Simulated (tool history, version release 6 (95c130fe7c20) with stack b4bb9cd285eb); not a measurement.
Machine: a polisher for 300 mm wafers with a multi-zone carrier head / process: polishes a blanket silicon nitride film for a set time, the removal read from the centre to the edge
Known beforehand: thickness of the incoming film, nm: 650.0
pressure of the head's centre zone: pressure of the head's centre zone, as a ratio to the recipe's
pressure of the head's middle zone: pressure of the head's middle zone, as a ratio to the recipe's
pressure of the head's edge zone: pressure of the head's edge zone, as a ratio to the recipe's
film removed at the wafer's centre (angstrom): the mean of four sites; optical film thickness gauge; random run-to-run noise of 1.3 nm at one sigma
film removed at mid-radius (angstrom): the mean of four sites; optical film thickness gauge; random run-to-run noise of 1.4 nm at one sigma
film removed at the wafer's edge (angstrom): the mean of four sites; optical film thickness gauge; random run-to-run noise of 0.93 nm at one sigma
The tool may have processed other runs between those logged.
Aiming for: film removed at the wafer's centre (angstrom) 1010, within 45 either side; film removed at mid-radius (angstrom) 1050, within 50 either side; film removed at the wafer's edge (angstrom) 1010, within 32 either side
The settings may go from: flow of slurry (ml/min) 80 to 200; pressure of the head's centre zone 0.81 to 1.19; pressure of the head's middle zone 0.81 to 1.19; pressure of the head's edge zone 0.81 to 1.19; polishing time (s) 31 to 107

run  hour  flow of slurry (ml/min)  pressure of the head's centre zone  pressure of the head's middle zone  pressure of the head's edge zone  polishing time (s)  film removed at the wafer's centre (angstrom)  film removed at mid-radius (angstrom)  film removed at the wafer's edge (angstrom)
  1     0                      130                                   1                                   1                                 1                  69                                         1186.7                                 1227.5                                       1211.4
  2   8.6                      115                                   1                                   1                                 1                  69                                         1184.2                                 1163.7                                       1199.3
  3  12.1                      115                                0.99                                   1                              0.97                  68                                         1152.6                                 1162.7                                       1155.8
  4  15.2                      115                                0.93                                   1                              0.97                  68                                         1079.8                                 1143.3                                       1138.4
  5  21.7                       95                                0.93                                   1                              0.97                  68                                         1040.5                                 1094.4                                       1131.8
  6  26.5                       95                                0.93                                   1                              0.94                  67                                         1029.2                                 1127.9                                       1093.7
  7  27.1                       95                                0.94                                0.98                              0.93                  66                                         1020.2                                 1050.7                                         1055
  8  34.2                       95                                0.94                                0.98                              0.93                  66                                         996.52                                 1030.8                                       1056.8
  9    42                       95                                0.94                                0.98                              0.92                  66                                         977.71                                 1070.9                                       1071.4

Below are 5 possible settings for the next run. Only one of them brings all results inside the allowed miss of their targets. Which is it?
  A  49.8                      120                                1.15                                1.05                              1.13                  59                                              ?                                      ?                                            ?
  B  49.8                       85                                1.12                                0.96                              1.15                  63                                              ?                                      ?                                            ?
  C  49.8                       85                                0.98                                0.88                              1.04                  66                                              ?                                      ?                                            ?
  D  49.8                      130                                1.02                                1.07                              1.04                  57                                              ?                                      ?                                            ?
  E  49.8                       95                                0.94                                0.91                              0.99                  68                                              ?                                      ?                                            ?

move  film removed at the wafer's centre (angstrom)  film removed at mid-radius (angstrom)  film removed at the wafer's edge (angstrom)
   A                                         1147.5                                 1061.1                                       1077.3
   B                                         1083.4                                 963.36                                       1095.8
   C                                         1015.1                                 939.41                                       1092.3
   D                                         1022.5                                 1060.3                                         1010
   E                                         1047.5                                 1026.3                                       1120.9
A: further off than the last run
B: further off than the last run
C: further off than the last run
D: meets every target
E: further off than the last run
The move that meets every target is D.

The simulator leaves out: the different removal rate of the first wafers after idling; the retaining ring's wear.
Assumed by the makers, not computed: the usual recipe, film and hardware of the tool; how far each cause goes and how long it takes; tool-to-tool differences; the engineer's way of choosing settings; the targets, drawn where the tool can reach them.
